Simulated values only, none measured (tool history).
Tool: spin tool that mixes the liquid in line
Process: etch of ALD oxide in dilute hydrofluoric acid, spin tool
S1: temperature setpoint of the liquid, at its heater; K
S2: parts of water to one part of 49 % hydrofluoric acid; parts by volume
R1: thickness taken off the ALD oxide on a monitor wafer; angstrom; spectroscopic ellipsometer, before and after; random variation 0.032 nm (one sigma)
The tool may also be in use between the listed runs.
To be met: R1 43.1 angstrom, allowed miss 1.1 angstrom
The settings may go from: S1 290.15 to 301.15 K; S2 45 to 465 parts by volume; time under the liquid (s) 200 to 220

{"run": 1, "hour": 0.0, "S1": 293.15, "S2": 255, "time under the liquid (s)": 200, "R1": 71.772}
{"run": 2, "hour": 1.5, "S1": 293.15, "S2": 310, "time under the liquid (s)": 200, "R1": 55.641}
{"run": 3, "hour": 2.3, "S1": 292.15, "S2": 320, "time under the liquid (s)": 200, "R1": 52.304}
{"run": 4, "hour": 9.2, "S1": 292.15, "S2": 250, "time under the liquid (s)": 200, "R1": 70.81}
{"run": 5, "hour": 16.5, "S1": 291.65, "S2": 280, "time under the liquid (s)": 200, "R1": 59.854}
{"run": 6, "hour": 22.0, "S1": 291.15, "S2": 300, "time under the liquid (s)": 200, "R1": 54.338}
{"run": 7, "hour": 26.8, "S1": 290.65, "S2": 315, "time under the liquid (s)": 200, "R1": 50.832}
{"run": 8, "hour": 34.5, "S1": 290.65, "S2": 325, "time under the liquid (s)": 200, "R1": 48.408}
{"run": 9, "hour": 42.5, "S1": 290.65, "S2": 335, "time under the liquid (s)": 200, "R1": 46.685}
{"run": 10, "hour": 49.5, "S1": 290.65, "S2": 340, "time under the liquid (s)": 200, "R1": 45.112}

Which of these 5 next moves meets every target?
{"run": "A", "hour": 56.5, "S1": 290.65, "S2": 355, "time under the liquid (s)": 200, "R1": "?"}
{"run": "B", "hour": 56.5, "S1": 290.15, "S2": 360, "time under the liquid (s)": 200, "R1": "?"}
{"run": "C", "hour": 56.5, "S1": 290.15, "S2": 395, "time under the liquid (s)": 220, "R1": "?"}
{"run": "D", "hour": 56.5, "S1": 291.15, "S2": 360, "time under the liquid (s)": 215, "R1": "?"}
{"run": "E", "hour": 56.5, "S1": 290.15, "S2": 340, "time under the liquid (s)": 200, "R1": "?"}

move=A R1=43.185
move=B R1=41.643
move=C R1=40.613
move=D R1=46.433
move=E R1=44.807
A: meets every target
B: takes the result that was furthest off past its target
C: takes the result that was furthest off past its target
D: further off than the last run
E: nearer than the last run, and not there yet
Move A is the one to make.
